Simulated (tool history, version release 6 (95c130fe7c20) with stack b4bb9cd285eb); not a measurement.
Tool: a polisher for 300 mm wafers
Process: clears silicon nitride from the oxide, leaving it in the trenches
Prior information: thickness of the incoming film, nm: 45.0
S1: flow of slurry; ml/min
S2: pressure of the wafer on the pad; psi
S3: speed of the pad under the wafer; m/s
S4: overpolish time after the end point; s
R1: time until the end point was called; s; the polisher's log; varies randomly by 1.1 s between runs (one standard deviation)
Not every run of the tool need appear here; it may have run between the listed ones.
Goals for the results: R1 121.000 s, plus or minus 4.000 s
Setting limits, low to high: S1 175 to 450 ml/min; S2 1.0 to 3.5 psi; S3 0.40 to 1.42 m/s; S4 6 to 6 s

Run 1, hour 0.0: S1 290 ml/min, S2 2.2 psi, S3 0.90 m/s, S4 6 s. Result: R1 80.783 s.
Run 2, hour 4.1: S1 290 ml/min, S2 2.2 psi, S3 0.90 m/s, S4 6 s. Result: R1 80.048 s.
Run 3, hour 6.0: S1 290 ml/min, S2 1.9 psi, S3 0.90 m/s, S4 6 s. Result: R1 91.690 s.
Run 4, hour 8.3: S1 290 ml/min, S2 1.9 psi, S3 1.02 m/s, S4 6 s. Result: R1 82.808 s.
Run 5, hour 8.9: S1 290 ml/min, S2 1.6 psi, S3 1.02 m/s, S4 6 s. Result: R1 96.420 s.
Run 6, hour 17.9: S1 290 ml/min, S2 1.9 psi, S3 1.02 m/s, S4 6 s. Result: R1 81.880 s.
Run 7, hour 20.8: S1 290 ml/min, S2 1.7 psi, S3 1.02 m/s, S4 6 s. Result: R1 89.796 s.
Run 8, hour 27.6: S1 290 ml/min, S2 1.5 psi, S3 1.02 m/s, S4 6 s. Result: R1 101.050 s.
Run 9, hour 36.5: S1 290 ml/min, S2 1.4 psi, S3 1.02 m/s, S4 6 s. Result: R1 108.040 s.
Run 10, hour 43.6: S1 290 ml/min, S2 1.1 psi, S3 1.02 m/s, S4 6 s. Result: R1 134.240 s.

Exercise: of the 5 proposed moves below, exactly one satisfies all targets within the stated allowed misses. Which move is it?
Run A, hour 50.7: S1 310 ml/min, S2 1.0 psi, S3 1.36 m/s, S4 6 s. Result: R1 ?.
Run B, hour 50.7: S1 385 ml/min, S2 1.1 psi, S3 1.22 m/s, S4 6 s. Result: R1 ?.
Run C, hour 50.7: S1 235 ml/min, S2 1.4 psi, S3 0.94 m/s, S4 6 s. Result: R1 ?.
Run D, hour 50.7: S1 330 ml/min, S2 1.7 psi, S3 0.80 m/s, S4 6 s. Result: R1 ?.
Run E, hour 50.7: S1 230 ml/min, S2 1.2 psi, S3 1.16 m/s, S4 6 s. Result: R1 ?.

move       R1
   A  108.410
   B  108.830
   C  118.540
   D  111.790
   E  111.370
A: moves the result that the last run missed by most past its target, out the other side
B: moves the result that the last run missed by most past its target, out the other side
C: each result inside its tolerance
D: moves the result that the last run missed by most past its target, out the other side
E: moves the result that the last run missed by most past its target, out the other side
Answer: C
